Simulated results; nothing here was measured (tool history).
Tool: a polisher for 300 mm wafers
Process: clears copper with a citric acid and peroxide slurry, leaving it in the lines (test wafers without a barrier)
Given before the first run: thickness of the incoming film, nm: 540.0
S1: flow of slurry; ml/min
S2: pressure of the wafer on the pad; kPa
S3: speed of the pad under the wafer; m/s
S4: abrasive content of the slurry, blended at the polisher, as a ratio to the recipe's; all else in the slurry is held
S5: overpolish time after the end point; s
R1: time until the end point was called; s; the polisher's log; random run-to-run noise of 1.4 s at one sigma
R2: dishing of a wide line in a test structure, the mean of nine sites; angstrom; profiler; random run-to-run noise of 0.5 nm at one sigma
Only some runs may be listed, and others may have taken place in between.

{"run": 1, "hour": 0.0, "S1": 265, "S2": 29.0, "S3": 1.2, "S4": 1.0, "S5": 29, "R1": 179.45, "R2": 589.16}
{"run": 2, "hour": 8.9, "S1": 265, "S2": 29.0, "S3": 1.2, "S4": 1.0, "S5": 17, "R1": 184.68, "R2": 376.58}
{"run": 3, "hour": 9.6, "S1": 265, "S2": 32.4, "S3": 1.24, "S4": 1.0, "S5": 14, "R1": 160.12, "R2": 361.33}
{"run": 4, "hour": 11.4, "S1": 240, "S2": 32.4, "S3": 1.24, "S4": 1.0, "S5": 14, "R1": 161.29, "R2": 352.46}
{"run": 5, "hour": 15.1, "S1": 255, "S2": 35.2, "S3": 1.24, "S4": 1.0, "S5": 13, "R1": 152.48, "R2": 353.49}
{"run": 6, "hour": 19.2, "S1": 255, "S2": 42.7, "S3": 1.24, "S4": 1.0, "S5": 13, "R1": 132.14, "R2": 396.54}
{"hour": 28.0, "done": "slurry nozzle cleaned"}
{"run": 7, "hour": 28.0, "S1": 255, "S2": 43.4, "S3": 1.26, "S4": 1.0, "S5": 12, "R1": 126.21, "R2": 381.02}

What does the tool deliver on the next run?
{"run": 8, "hour": 29.3, "S1": 255, "S2": 44.1, "S3": 1.28, "S4": 1.0, "S5": 12, "R1": "?", "R2": "?"}

R1: 125.11 s
R2: 400.94 angstrom

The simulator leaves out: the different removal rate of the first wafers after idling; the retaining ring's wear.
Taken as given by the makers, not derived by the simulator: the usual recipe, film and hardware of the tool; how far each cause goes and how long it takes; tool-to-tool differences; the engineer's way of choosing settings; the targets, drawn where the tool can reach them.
